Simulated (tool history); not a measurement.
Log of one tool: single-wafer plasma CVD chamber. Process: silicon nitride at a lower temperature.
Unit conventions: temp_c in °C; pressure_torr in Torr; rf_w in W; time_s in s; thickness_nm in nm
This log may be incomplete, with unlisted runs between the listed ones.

run	hour	temp_c	pressure_torr	rf_w	time_s	thickness_nm
1	0.0	330	1.12	250	18.8	17.781
2	1.4	330	1.25	255	18.8	18.548
3	4.1	330	1.34	260	18.8	19.207
4	10.2	330	1.40	265	18.8	19.693
5	15.0	330	1.49	265	18.8	19.978
6	21.0	330	1.32	265	18.8	19.310
7	25.4	330	1.39	270	18.8	19.825
8	27.0	330	1.44	275	18.8	20.240
9	32.0	330	1.48	275	18.8	20.307

Run 10 comes next. What will it give?
10	37.8	330	1.50	280	18.8	?

Run 10 gave thickness_nm 20.690 nm.
